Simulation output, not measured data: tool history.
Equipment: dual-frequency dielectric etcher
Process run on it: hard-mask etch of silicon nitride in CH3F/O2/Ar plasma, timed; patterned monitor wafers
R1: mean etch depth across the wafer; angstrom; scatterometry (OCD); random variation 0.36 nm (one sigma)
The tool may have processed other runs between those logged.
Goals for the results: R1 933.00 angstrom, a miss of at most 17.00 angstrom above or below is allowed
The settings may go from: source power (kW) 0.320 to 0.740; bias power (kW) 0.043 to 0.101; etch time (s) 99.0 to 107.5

{"run": 1, "hour": 0.0, "source power (kW)": 0.53, "bias power (kW)": 0.072, "etch time (s)": 107.5, "R1": 828.01}
{"run": 2, "hour": 6.2, "source power (kW)": 0.53, "bias power (kW)": 0.072, "etch time (s)": 99.0, "R1": 759.54}
{"run": 3, "hour": 12.1, "source power (kW)": 0.58, "bias power (kW)": 0.072, "etch time (s)": 99.0, "R1": 785.41}
{"run": 4, "hour": 20.3, "source power (kW)": 0.61, "bias power (kW)": 0.077, "etch time (s)": 99.5, "R1": 821.77}
{"run": 5, "hour": 21.0, "source power (kW)": 0.63, "bias power (kW)": 0.08, "etch time (s)": 100.0, "R1": 841.02}
{"run": 6, "hour": 27.2, "source power (kW)": 0.65, "bias power (kW)": 0.083, "etch time (s)": 100.5, "R1": 866.96}
{"run": 7, "hour": 33.0, "source power (kW)": 0.67, "bias power (kW)": 0.085, "etch time (s)": 100.5, "R1": 880.82}
{"run": 8, "hour": 33.6, "source power (kW)": 0.68, "bias power (kW)": 0.086, "etch time (s)": 100.5, "R1": 882.58}

Which one of the following 4 next-run settings gets every result inside its allowed miss? There is exactly one.
{"run": "A", "hour": 34.2, "source power (kW)": 0.74, "bias power (kW)": 0.076, "etch time (s)": 107.5, "R1": "?"}
{"run": "B", "hour": 34.2, "source power (kW)": 0.7, "bias power (kW)": 0.078, "etch time (s)": 99.0, "R1": "?"}
{"run": "C", "hour": 34.2, "source power (kW)": 0.55, "bias power (kW)": 0.088, "etch time (s)": 99.0, "R1": "?"}
{"run": "D", "hour": 34.2, "source power (kW)": 0.74, "bias power (kW)": 0.086, "etch time (s)": 99.0, "R1": "?"}

move=A R1=940.17
move=B R1=857.80
move=C R1=828.88
move=D R1=904.51
A: in spec on every target
B: misses by more than the last run did
C: misses by more than the last run did
D: gains on the last run, yet a result remains outside its allowed miss
The move that meets every target is A.
